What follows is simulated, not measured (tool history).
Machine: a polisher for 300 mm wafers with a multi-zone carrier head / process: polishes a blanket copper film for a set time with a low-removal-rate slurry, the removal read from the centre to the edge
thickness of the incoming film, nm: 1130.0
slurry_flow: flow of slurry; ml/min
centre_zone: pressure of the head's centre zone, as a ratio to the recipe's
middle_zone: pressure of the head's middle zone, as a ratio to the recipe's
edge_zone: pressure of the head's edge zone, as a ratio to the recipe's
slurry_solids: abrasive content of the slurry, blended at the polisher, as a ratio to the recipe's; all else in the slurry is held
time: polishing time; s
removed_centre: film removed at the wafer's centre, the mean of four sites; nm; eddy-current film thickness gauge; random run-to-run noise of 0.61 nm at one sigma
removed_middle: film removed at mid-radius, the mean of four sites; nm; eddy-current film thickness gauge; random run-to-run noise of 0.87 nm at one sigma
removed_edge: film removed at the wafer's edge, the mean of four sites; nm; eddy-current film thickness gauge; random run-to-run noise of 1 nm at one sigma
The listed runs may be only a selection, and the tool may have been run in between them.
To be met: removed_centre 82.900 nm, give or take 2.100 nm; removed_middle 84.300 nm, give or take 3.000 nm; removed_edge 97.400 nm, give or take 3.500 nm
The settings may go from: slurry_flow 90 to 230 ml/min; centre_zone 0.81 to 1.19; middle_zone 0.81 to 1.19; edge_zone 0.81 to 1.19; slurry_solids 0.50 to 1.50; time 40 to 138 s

run 1 hour=0.0 | slurry_flow=150 centre_zone=1.00 middle_zone=1.00 edge_zone=1.00 slurry_solids=1.00 time=88 | removed_centre=144.530 removed_middle=145.310 removed_edge=146.610
run 2 hour=1.2 | slurry_flow=145 centre_zone=0.98 middle_zone=0.97 edge_zone=0.99 slurry_solids=0.90 time=85 | removed_centre=132.020 removed_middle=131.150 removed_edge=135.860
run 3 hour=7.0 | slurry_flow=145 centre_zone=0.98 middle_zone=0.97 edge_zone=0.99 slurry_solids=0.70 time=85 | removed_centre=128.270 removed_middle=125.370 removed_edge=131.600
run 4 hour=9.8 | slurry_flow=145 centre_zone=0.98 middle_zone=0.97 edge_zone=1.05 slurry_solids=0.70 time=85 | removed_centre=127.890 removed_middle=126.810 removed_edge=135.420
run 5 hour=12.5 | slurry_flow=140 centre_zone=0.96 middle_zone=0.95 edge_zone=1.03 slurry_solids=0.65 time=82 | removed_centre=118.400 removed_middle=117.360 removed_edge=127.690
run 6 hour=13.3 | slurry_flow=135 centre_zone=0.94 middle_zone=0.93 edge_zone=1.00 slurry_solids=0.60 time=80 | removed_centre=109.490 removed_middle=108.450 removed_edge=120.070
run 7 hour=16.4 | slurry_flow=130 centre_zone=0.92 middle_zone=0.92 edge_zone=0.97 slurry_solids=0.60 time=79 | removed_centre=106.310 removed_middle=108.220 removed_edge=115.170
run 8 hour=17.5 | slurry_flow=125 centre_zone=0.91 middle_zone=0.90 edge_zone=0.97 slurry_solids=0.60 time=77 | removed_centre=100.940 removed_middle=101.570 removed_edge=111.090
run 9 hour=18.0 | slurry_flow=120 centre_zone=0.90 middle_zone=0.89 edge_zone=0.97 slurry_solids=0.60 time=76 | removed_centre=97.641 removed_middle=98.696 removed_edge=110.370
run 10 hour=21.7 | slurry_flow=115 centre_zone=0.89 middle_zone=0.88 edge_zone=0.96 slurry_solids=0.60 time=75 | removed_centre=92.600 removed_middle=95.287 removed_edge=107.280
run 11 hour=29.6 | slurry_flow=110 centre_zone=0.89 middle_zone=0.87 edge_zone=0.95 slurry_solids=0.60 time=75 | removed_centre=93.798 removed_middle=94.489 removed_edge=106.420
run 12 hour=36.7 | slurry_flow=110 centre_zone=0.88 middle_zone=0.86 edge_zone=0.94 slurry_solids=0.60 time=75 | removed_centre=89.850 removed_middle=92.266 removed_edge=104.330

5 candidate next runs follow, results not yet known. Just one meets every target within its allowed miss. Identify it.
run A hour=43.8 | slurry_flow=95 centre_zone=0.87 middle_zone=0.85 edge_zone=0.91 slurry_solids=0.95 time=68 | removed_centre=? removed_middle=? removed_edge=?
run B hour=43.8 | slurry_flow=120 centre_zone=0.95 middle_zone=0.89 edge_zone=0.81 slurry_solids=0.90 time=65 | removed_centre=? removed_middle=? removed_edge=?
run C hour=43.8 | slurry_flow=110 centre_zone=0.82 middle_zone=1.00 edge_zone=0.85 slurry_solids=0.70 time=72 | removed_centre=? removed_middle=? removed_edge=?
run D hour=43.8 | slurry_flow=115 centre_zone=0.82 middle_zone=0.97 edge_zone=0.85 slurry_solids=0.55 time=75 | removed_centre=? removed_middle=? removed_edge=?
run E hour=43.8 | slurry_flow=90 centre_zone=0.82 middle_zone=0.81 edge_zone=0.97 slurry_solids=0.90 time=81 | removed_centre=? removed_middle=? removed_edge=?

move=A removed_centre=84.101 removed_middle=85.889 removed_edge=99.334
move=B removed_centre=93.961 removed_middle=90.229 removed_edge=93.352
move=C removed_centre=83.893 removed_middle=103.350 removed_edge=99.571
move=D removed_centre=85.353 removed_middle=102.330 removed_edge=100.810
move=E removed_centre=91.543 removed_middle=95.733 removed_edge=119.420
A: each result inside its tolerance
B: the biggest miss grows against the last run
C: the furthest-off result lands on target, but another misses its tolerance
D: the biggest miss grows against the last run
E: the biggest miss grows against the last run
So the answer is move A, the one that meets all the targets.

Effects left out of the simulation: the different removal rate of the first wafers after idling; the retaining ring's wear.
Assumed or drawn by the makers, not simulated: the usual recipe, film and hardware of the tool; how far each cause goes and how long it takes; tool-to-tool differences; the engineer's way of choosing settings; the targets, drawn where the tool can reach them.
